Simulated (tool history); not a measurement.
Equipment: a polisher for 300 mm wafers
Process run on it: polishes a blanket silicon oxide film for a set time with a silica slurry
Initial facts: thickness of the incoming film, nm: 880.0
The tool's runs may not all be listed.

| run | hour | flow of slurry (ml/min) | pressure of the wafer on the pad (psi) | speed of the pad under the wafer (m/s) | abrasive content of the slurry | polishing time (s) | film removed (angstrom) |
|---|---|---|---|---|---|---|---|
| 1 | 0 | 175 | 4 | 1.46 | 1 | 44 | 1615.1 |
| 2 | 8.8 | 175 | 4 | 1.46 | 1 | 39 | 1412.2 |
| 3 | 14.7 | 175 | 4.2 | 1.46 | 1 | 39 | 1496.3 |
| 4 | 18.7 | 175 | 4.4 | 1.46 | 1 | 39 | 1574.4 |
| 5 | 25.4 | 175 | 4.6 | 1.46 | 1 | 39 | 1630.5 |
| 6 | 26.5 | 175 | 4.8 | 1.48 | 1 | 39 | 1730.5 |

Run 7, settings as shown, results not yet in. Your forecast:
| 7 | 31.9 | 180 | 5.9 | 1.52 | 1 | 39 | ? |

Run 7 yielded film removed (angstrom) 2187.5.
